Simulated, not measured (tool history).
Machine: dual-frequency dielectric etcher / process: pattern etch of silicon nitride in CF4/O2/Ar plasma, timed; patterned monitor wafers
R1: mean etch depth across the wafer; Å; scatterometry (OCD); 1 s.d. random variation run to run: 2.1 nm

run 1 hour=0.0 | source_power_(kW)=0.670 bias_power_(kW)=0.053 Ar_flow_(sccm)=135 CF4_flow_(sccm)=112 etch_time_(s)=199.5 | R1=4710.0
run 2 hour=8.0 | source_power_(kW)=0.720 bias_power_(kW)=0.053 Ar_flow_(sccm)=135 CF4_flow_(sccm)=112 etch_time_(s)=199.5 | R1=5089.4
run 3 hour=9.0 | source_power_(kW)=0.750 bias_power_(kW)=0.053 Ar_flow_(sccm)=135 CF4_flow_(sccm)=112 etch_time_(s)=199.5 | R1=5328.1
run 4 hour=12.0 | source_power_(kW)=0.750 bias_power_(kW)=0.053 Ar_flow_(sccm)=135 CF4_flow_(sccm)=112 etch_time_(s)=208.0 | R1=5558.9
run 5 hour=14.2 | source_power_(kW)=0.770 bias_power_(kW)=0.053 Ar_flow_(sccm)=135 CF4_flow_(sccm)=112 etch_time_(s)=208.0 | R1=5730.2
-- hour=22.3 CF4 flow controller replaced
run 6 hour=22.3 | source_power_(kW)=0.770 bias_power_(kW)=0.053 Ar_flow_(sccm)=135 CF4_flow_(sccm)=112 etch_time_(s)=199.5 | R1=5499.6
run 7 hour=22.8 | source_power_(kW)=0.790 bias_power_(kW)=0.053 Ar_flow_(sccm)=135 CF4_flow_(sccm)=112 etch_time_(s)=199.5 | R1=5611.7
run 8 hour=23.6 | source_power_(kW)=0.800 bias_power_(kW)=0.053 Ar_flow_(sccm)=135 CF4_flow_(sccm)=112 etch_time_(s)=199.5 | R1=5723.6

What will run 9 give?
run 9 hour=28.5 | source_power_(kW)=0.810 bias_power_(kW)=0.053 Ar_flow_(sccm)=135 CF4_flow_(sccm)=112 etch_time_(s)=199.5 | R1=?

Logged for run 9: R1 5796.0 Å.

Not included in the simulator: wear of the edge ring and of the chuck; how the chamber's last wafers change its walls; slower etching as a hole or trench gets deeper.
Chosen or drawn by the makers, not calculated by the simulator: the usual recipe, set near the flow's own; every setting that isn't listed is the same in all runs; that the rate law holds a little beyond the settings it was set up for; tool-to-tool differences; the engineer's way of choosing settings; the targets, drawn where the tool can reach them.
